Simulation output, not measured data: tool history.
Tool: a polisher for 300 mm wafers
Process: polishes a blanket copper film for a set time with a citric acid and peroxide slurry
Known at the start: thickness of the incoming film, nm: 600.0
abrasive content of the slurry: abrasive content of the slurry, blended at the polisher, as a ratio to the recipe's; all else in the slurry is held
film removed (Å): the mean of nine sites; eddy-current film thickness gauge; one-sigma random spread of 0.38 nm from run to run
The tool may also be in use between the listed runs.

| run | hour | flow of slurry (ml/min) | pressure of the wafer on the pad (kPa) | speed of the pad under the wafer (cm/s) | abrasive content of the slurry | polishing time (s) | film removed (Å) |
|---|---|---|---|---|---|---|---|
| 1 | 0.0 | 255 | 23.4 | 112 | 1.00 | 29 | 990.97 |
| 2 | 6.2 | 255 | 23.4 | 112 | 0.85 | 29 | 956.80 |
| 3 | 10.6 | 255 | 23.4 | 98 | 0.85 | 29 | 864.06 |
| 4 | 19.5 | 255 | 23.4 | 98 | 0.70 | 29 | 799.21 |
| 5 | 27.4 | 255 | 20.7 | 96 | 0.70 | 29 | 701.29 |
| 6 | 34.0 | 255 | 20.7 | 96 | 0.70 | 26 | 624.99 |
| 7 | 36.5 | 255 | 19.3 | 96 | 0.70 | 26 | 584.85 |
| 8 | 42.4 | 245 | 12.4 | 94 | 0.70 | 26 | 386.02 |

Run 9 has not been measured yet. What should we expect?
| 9 | 49.3 | 255 | 13.1 | 94 | 0.70 | 26 | ? |

film removed (Å): 412.30
